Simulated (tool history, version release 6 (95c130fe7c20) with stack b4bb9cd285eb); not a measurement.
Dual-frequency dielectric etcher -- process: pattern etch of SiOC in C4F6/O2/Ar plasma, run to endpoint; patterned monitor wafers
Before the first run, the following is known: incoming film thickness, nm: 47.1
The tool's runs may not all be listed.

run	hour	bias power (W)	source power (W)	endpoint time (s)
1	0.0	528	290	16.887
2	2.5	504	280	17.695
3	3.1	483	270	18.385
4	3.8	464	270	18.827
5	7.7	464	240	20.028
6	11.8	448	240	20.295
7	15.7	434	240	20.896
8	22.0	425	240	21.095
9	30.3	319	220	26.565
10	38.0	328	220	26.233
11	46.0	336	220	25.853
12	49.3	336	220	25.680
13	54.0	343	220	25.180
14	62.3	349	220	25.069
15	63.4	354	220	24.740
16	71.9	358	220	24.425
17	79.9	361	220	24.500
18	88.1	361	220	24.703
19	95.5	366	220	24.281
20	102.9	369	220	24.123
21	107.3	372	220	23.992
22	112.3	374	220	24.009

Estimate the outcome of run 23 from the log above:
23	112.9	377	220	?

endpoint time (s): 23.803
